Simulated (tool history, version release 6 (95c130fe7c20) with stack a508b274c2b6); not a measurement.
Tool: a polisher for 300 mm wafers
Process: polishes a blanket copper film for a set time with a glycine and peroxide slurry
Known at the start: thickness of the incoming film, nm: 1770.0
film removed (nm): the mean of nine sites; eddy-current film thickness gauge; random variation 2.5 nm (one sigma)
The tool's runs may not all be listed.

| run | hour | flow of slurry (ml/min) | pressure of the wafer on the pad (kPa) | speed of the pad under the wafer (cm/s) | polishing time (s) | film removed (nm) |
|---|---|---|---|---|---|---|
| 1 | 0.0 | 120 | 13.1 | 124 | 110 | 445.63 |
| 2 | 0.7 | 120 | 13.1 | 124 | 110 | 448.27 |
| 3 | 1.9 | 120 | 13.1 | 102 | 110 | 400.18 |
| 4 | 6.9 | 140 | 13.1 | 102 | 110 | 414.75 |
| 5 | 14.9 | 140 | 14.5 | 102 | 110 | 443.37 |
| 6 | 16.3 | 140 | 14.5 | 114 | 110 | 469.43 |
| 7 | 19.7 | 135 | 13.1 | 112 | 110 | 423.32 |

Forecast run 8:
| 8 | 25.6 | 105 | 9.0 | 110 | 110 | ? |

Run 8 gave film removed (nm) 308.79.
